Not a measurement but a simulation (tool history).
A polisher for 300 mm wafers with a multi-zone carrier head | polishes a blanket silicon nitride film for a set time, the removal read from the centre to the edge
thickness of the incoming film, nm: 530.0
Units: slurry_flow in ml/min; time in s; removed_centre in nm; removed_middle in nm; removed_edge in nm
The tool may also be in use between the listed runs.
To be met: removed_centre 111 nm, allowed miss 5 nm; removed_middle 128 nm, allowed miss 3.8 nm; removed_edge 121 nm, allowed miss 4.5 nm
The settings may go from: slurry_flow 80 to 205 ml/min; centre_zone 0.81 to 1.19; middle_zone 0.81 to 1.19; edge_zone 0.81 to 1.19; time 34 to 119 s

run 1 hour=0 | slurry_flow=135 centre_zone=1 middle_zone=1 edge_zone=1 time=76 | removed_centre=201.01 removed_middle=196.9 removed_edge=196.45
run 2 hour=8.2 | slurry_flow=135 centre_zone=1 middle_zone=1 edge_zone=1 time=59 | removed_centre=155.64 removed_middle=155.92 removed_edge=153.93
run 3 hour=16.1 | slurry_flow=155 centre_zone=1 middle_zone=1 edge_zone=1 time=59 | removed_centre=158.15 removed_middle=154.73 removed_edge=157.05
run 4 hour=21.6 | slurry_flow=155 centre_zone=1 middle_zone=1 edge_zone=1 time=41 | removed_centre=108.96 removed_middle=108.44 removed_edge=109.26
run 5 hour=25.9 | slurry_flow=125 centre_zone=1 middle_zone=1 edge_zone=1 time=41 | removed_centre=106.4 removed_middle=104.19 removed_edge=106.26
run 6 hour=29.7 | slurry_flow=135 centre_zone=0.99 middle_zone=1.02 edge_zone=1.01 time=41 | removed_centre=104.15 removed_middle=107.71 removed_edge=107.94
run 7 hour=33.7 | slurry_flow=135 centre_zone=0.99 middle_zone=1.02 edge_zone=1.01 time=41 | removed_centre=106.35 removed_middle=106.91 removed_edge=107.46
run 8 hour=40.6 | slurry_flow=140 centre_zone=0.98 middle_zone=1.04 edge_zone=1.02 time=42 | removed_centre=106.88 removed_middle=113.58 removed_edge=112.83
run 9 hour=46.6 | slurry_flow=145 centre_zone=0.98 middle_zone=1.05 edge_zone=1.02 time=42 | removed_centre=112.24 removed_middle=114.84 removed_edge=111.77
run 10 hour=54 | slurry_flow=150 centre_zone=0.96 middle_zone=1.06 edge_zone=1.03 time=42 | removed_centre=106.4 removed_middle=117.08 removed_edge=110.56
run 11 hour=60.7 | slurry_flow=155 centre_zone=0.96 middle_zone=1.06 edge_zone=1.04 time=42 | removed_centre=108.83 removed_middle=118.45 removed_edge=111.15
run 12 hour=65.2 | slurry_flow=155 centre_zone=0.95 middle_zone=1.06 edge_zone=1.05 time=43 | removed_centre=108.92 removed_middle=119.28 removed_edge=117.21
run 13 hour=68.7 | slurry_flow=155 centre_zone=0.95 middle_zone=1.06 edge_zone=1.05 time=43 | removed_centre=109.44 removed_middle=119.9 removed_edge=117.19
run 14 hour=73.3 | slurry_flow=160 centre_zone=0.95 middle_zone=1.07 edge_zone=1.05 time=43 | removed_centre=108.73 removed_middle=121.76 removed_edge=116.59
run 15 hour=81.8 | slurry_flow=160 centre_zone=0.95 middle_zone=1.07 edge_zone=1.05 time=43 | removed_centre=109.4 removed_middle=121.28 removed_edge=116.52
run 16 hour=84.2 | slurry_flow=165 centre_zone=0.95 middle_zone=1.07 edge_zone=1.05 time=43 | removed_centre=110.92 removed_middle=121.82 removed_edge=113.82
run 17 hour=90.7 | slurry_flow=165 centre_zone=0.95 middle_zone=1.07 edge_zone=1.06 time=43 | removed_centre=110.52 removed_middle=122.21 removed_edge=117.09
run 18 hour=99.5 | slurry_flow=170 centre_zone=0.94 middle_zone=1.08 edge_zone=1.08 time=43 | removed_centre=109.98 removed_middle=123.03 removed_edge=119.63

Which of these 4 next moves meets every target?
run A hour=108.3 | slurry_flow=165 centre_zone=0.96 middle_zone=1.01 edge_zone=1.03 time=43 | removed_centre=? removed_middle=? removed_edge=?
run B hour=108.3 | slurry_flow=160 centre_zone=1.05 middle_zone=1.08 edge_zone=1.11 time=42 | removed_centre=? removed_middle=? removed_edge=?
run C hour=108.3 | slurry_flow=175 centre_zone=0.93 middle_zone=1.09 edge_zone=1.08 time=44 | removed_centre=? removed_middle=? removed_edge=?
run D hour=108.3 | slurry_flow=165 centre_zone=0.94 middle_zone=0.94 edge_zone=1.15 time=43 | removed_centre=? removed_middle=? removed_edge=?

move=A removed_centre=110.8 removed_middle=114.62 removed_edge=117.2
move=B removed_centre=117.73 removed_middle=117.95 removed_edge=118.34
move=C removed_centre=110.94 removed_middle=126.15 removed_edge=123.34
move=D removed_centre=108.47 removed_middle=107.9 removed_edge=123.97
A: further off than the last run
B: further off than the last run
C: meets every target
D: further off than the last run
Answer: C
